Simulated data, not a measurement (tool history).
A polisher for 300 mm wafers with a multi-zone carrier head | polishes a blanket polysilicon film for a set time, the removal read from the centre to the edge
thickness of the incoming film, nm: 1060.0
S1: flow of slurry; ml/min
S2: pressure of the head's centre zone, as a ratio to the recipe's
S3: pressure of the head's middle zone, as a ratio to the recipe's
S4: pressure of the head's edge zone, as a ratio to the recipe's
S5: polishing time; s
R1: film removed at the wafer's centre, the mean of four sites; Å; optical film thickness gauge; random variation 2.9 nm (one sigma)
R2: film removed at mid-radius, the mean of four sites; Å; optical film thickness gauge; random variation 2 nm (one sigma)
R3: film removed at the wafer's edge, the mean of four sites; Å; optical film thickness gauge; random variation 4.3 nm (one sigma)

{"run": 1, "hour": 0.0, "S1": 285, "S2": 1, "S3": 1, "S4": 1, "S5": 74, "R1": 4169.4, "R2": 4178.4, "R3": 4230.8}
{"run": 2, "hour": 5.0, "S1": 285, "S2": 1.02, "S3": 0.98, "S4": 0.97, "S5": 71, "R1": 4109, "R2": 3991.7, "R3": 3994.8}
{"run": 3, "hour": 8.8, "S1": 285, "S2": 1.03, "S3": 0.96, "S4": 0.95, "S5": 68, "R1": 3949.8, "R2": 3811.2, "R3": 3749.8}
{"run": 4, "hour": 15.3, "S1": 285, "S2": 1.03, "S3": 0.96, "S4": 0.86, "S5": 68, "R1": 3923.6, "R2": 3799.8, "R3": 3590.7}
{"run": 5, "hour": 17.9, "S1": 285, "S2": 1.03, "S3": 0.96, "S4": 0.91, "S5": 68, "R1": 3996.9, "R2": 3869, "R3": 3730.7}
{"run": 6, "hour": 25.3, "S1": 280, "S2": 1.04, "S3": 0.94, "S4": 0.91, "S5": 65, "R1": 3823.6, "R2": 3584.6, "R3": 3589.1}

Run 7 comes next. What will it give?
{"run": 7, "hour": 31.4, "S1": 285, "S2": 1.05, "S3": 0.93, "S4": 0.9, "S5": 63, "R1": "?", "R2": "?", "R3": "?"}

Run 7 gave R1 3724.8 Å, R2 3527.5 Å, R3 3495.8 Å.

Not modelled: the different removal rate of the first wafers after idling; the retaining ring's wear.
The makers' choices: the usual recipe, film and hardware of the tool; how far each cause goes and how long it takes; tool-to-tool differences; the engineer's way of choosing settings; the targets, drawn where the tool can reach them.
